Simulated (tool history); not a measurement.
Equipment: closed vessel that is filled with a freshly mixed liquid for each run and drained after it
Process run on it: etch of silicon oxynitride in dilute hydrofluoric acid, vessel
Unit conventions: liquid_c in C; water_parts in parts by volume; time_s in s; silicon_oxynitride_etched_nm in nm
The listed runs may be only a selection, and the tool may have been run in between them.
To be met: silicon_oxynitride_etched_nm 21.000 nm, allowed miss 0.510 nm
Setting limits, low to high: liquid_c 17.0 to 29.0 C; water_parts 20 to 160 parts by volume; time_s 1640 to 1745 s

run	hour	liquid_c	water_parts	time_s	silicon_oxynitride_etched_nm
1	0.0	21.0	90	1640	40.251
2	2.7	24.0	90	1640	46.653
3	11.2	22.0	105	1640	36.144
4	18.6	20.5	105	1640	33.044
5	20.5	19.5	115	1640	29.261
6	23.5	18.5	120	1640	26.564
7	25.5	18.0	125	1640	24.681
8	31.0	17.5	130	1640	23.253
9	38.1	17.5	130	1640	22.900
10	39.8	17.0	135	1640	21.887
# hour 46.2: hydrofluoric acid flow meter replaced
11	46.2	17.0	140	1640	18.624
12	50.8	18.5	140	1640	20.060
13	52.0	19.0	140	1640	20.648

Consider the 4 candidate settings below. Which is the only one whose results all fall within their allowed miss of target?
A	53.2	18.0	145	1745	?
B	53.2	19.5	145	1690	?
C	53.2	17.0	135	1640	?
D	53.2	20.5	160	1710	?

move	silicon_oxynitride_etched_nm
A	19.929
B	20.752
C	19.277
D	19.752
A: lands further from the targets than the last run did
B: in spec on every target
C: lands further from the targets than the last run did
D: lands further from the targets than the last run did
Move B is the one to make.
